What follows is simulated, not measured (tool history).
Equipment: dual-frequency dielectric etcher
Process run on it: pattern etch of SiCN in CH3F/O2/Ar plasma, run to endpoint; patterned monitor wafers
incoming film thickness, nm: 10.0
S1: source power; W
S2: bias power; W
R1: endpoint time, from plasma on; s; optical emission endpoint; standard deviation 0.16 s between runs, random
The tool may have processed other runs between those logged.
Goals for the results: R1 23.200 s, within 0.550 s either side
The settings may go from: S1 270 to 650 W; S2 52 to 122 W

| run | hour | S1 | S2 | R1 |
|---|---|---|---|---|
| 1 | 0.0 | 460 | 87 | 25.814 |
| 2 | 1.0 | 380 | 87 | 26.907 |
| 3 | 1.7 | 380 | 73 | 29.108 |
| 4 | 8.9 | 420 | 73 | 27.862 |
| 5 | 15.1 | 420 | 67 | 28.805 |
| 6 | 19.6 | 480 | 73 | 26.821 |
| 7 | 20.3 | 520 | 76 | 25.640 |
| 8 | 24.2 | 550 | 78 | 25.392 |
| 9 | 28.5 | 570 | 82 | 24.601 |
| 10 | 29.1 | 590 | 84 | 24.172 |

Of the 5 settings listed for the next run, only one would bring every result within its allowed miss of target. Which one?
| A | 29.7 | 640 | 76 | ? |
| B | 29.7 | 650 | 99 | ? |
| C | 29.7 | 620 | 72 | ? |
| D | 29.7 | 520 | 89 | ? |
| E | 29.7 | 600 | 90 | ? |

| move | R1 |
|---|---|
| A | 24.356 |
| B | 21.977 |
| C | 25.083 |
| D | 24.469 |
| E | 23.345 |
A: further off than the last run
B: takes the result that was furthest off past its target
C: further off than the last run
D: further off than the last run
E: every result within its allowed miss
Go with E: it meets all targets.
